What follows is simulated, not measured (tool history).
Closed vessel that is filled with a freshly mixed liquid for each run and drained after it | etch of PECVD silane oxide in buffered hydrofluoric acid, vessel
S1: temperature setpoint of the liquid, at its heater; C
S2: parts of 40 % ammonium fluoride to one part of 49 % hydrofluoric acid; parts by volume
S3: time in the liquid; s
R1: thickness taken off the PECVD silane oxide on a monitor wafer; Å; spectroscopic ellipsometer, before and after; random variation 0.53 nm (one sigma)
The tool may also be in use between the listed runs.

run,hour,S1,S2,S3,R1
1,0.0,20.0,20.0,30,379.21
2,2.4,20.5,20.0,30,393.26
3,3.5,20.5,16.5,30,465.66
4,11.3,20.5,19.5,30,396.60
5,20.1,20.5,23.5,30,346.02
6,25.7,21.5,23.5,30,363.35
7,29.6,22.0,23.5,30,377.78
8,34.6,22.5,23.5,30,388.12

Run 9 comes next. What will it give?
9,35.4,26.5,21.0,30,?

R1: 525.10 Å
